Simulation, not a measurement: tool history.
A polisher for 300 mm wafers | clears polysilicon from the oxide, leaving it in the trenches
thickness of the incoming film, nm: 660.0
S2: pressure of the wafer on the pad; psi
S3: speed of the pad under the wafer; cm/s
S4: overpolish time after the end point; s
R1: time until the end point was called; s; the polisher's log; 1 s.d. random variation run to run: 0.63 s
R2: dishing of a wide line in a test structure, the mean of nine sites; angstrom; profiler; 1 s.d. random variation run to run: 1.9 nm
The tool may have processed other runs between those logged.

run 1 day=0.000 | flow_of_slurry_(ml/min)=145 S2=2.8 S3=122 S4=12 | R1=35.865 R2=822.49
run 2 day=0.162 | flow_of_slurry_(ml/min)=145 S2=2.6 S3=122 S4=12 | R1=39.081 R2=774.43
run 3 day=0.208 | flow_of_slurry_(ml/min)=145 S2=2.6 S3=122 S4=8 | R1=38.378 R2=705.81
run 4 day=0.558 | flow_of_slurry_(ml/min)=145 S2=2.5 S3=122 S4=10 | R1=39.226 R2=739.75
run 5 day=0.646 | flow_of_slurry_(ml/min)=145 S2=2.5 S3=122 S4=8 | R1=39.946 R2=720.09
run 6 day=0.800 | flow_of_slurry_(ml/min)=145 S2=2.5 S3=122 S4=10 | R1=39.431 R2=748.89
run 7 day=0.883 | flow_of_slurry_(ml/min)=145 S2=2.5 S3=122 S4=10 | R1=40.120 R2=730.16
run 8 day=1.183 | flow_of_slurry_(ml/min)=145 S2=2.4 S3=120 S4=12 | R1=41.849 R2=755.34

Run 9 comes next. What will it give?
run 9 day=1.383 | flow_of_slurry_(ml/min)=145 S2=2.3 S3=120 S4=13 | R1=? R2=?

Run 9 yielded R1 43.097 s, R2 790.78 angstrom.

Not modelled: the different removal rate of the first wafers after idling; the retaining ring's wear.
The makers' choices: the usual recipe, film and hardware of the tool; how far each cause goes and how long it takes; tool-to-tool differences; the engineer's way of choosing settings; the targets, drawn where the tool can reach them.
